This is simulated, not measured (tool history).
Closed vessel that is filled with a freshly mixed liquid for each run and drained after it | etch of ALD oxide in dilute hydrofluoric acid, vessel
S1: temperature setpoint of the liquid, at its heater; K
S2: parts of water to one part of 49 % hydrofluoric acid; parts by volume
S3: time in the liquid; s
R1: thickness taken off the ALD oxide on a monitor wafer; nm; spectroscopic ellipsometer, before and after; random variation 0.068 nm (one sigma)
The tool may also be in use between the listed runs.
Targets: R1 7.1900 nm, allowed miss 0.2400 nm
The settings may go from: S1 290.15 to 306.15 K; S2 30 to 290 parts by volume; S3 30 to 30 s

run	hour	S1	S2	S3	R1
1	0.0	298.15	160	30	6.9617
2	6.5	298.15	160	30	6.8594
3	7.2	298.15	105	30	11.3280
4	13.2	295.65	110	30	9.5973
# hour 17.9: hydrofluoric acid flow meter replaced
5	17.9	292.65	110	30	7.5795
6	22.6	292.65	140	30	5.8207
7	25.3	293.65	140	30	5.9695
8	33.5	294.65	140	30	6.3681
9	38.2	295.15	140	30	6.3742
10	46.4	295.65	140	30	6.5159
11	54.1	296.15	140	30	6.6753
12	61.2	296.65	140	30	6.8597

5 next moves are on the table. One of them brings every result within its allowed miss. Which?
A	68.3	294.15	135	30	?
B	68.3	295.65	130	30	?
C	68.3	297.15	145	30	?
D	68.3	297.15	150	30	?
E	68.3	294.65	135	30	?

move	R1
A	6.3637
B	7.0515
C	6.5875
D	6.3316
E	6.4912
A: further off than the last run
B: meets every target
C: further off than the last run
D: further off than the last run
E: further off than the last run
Move B is the one to make.

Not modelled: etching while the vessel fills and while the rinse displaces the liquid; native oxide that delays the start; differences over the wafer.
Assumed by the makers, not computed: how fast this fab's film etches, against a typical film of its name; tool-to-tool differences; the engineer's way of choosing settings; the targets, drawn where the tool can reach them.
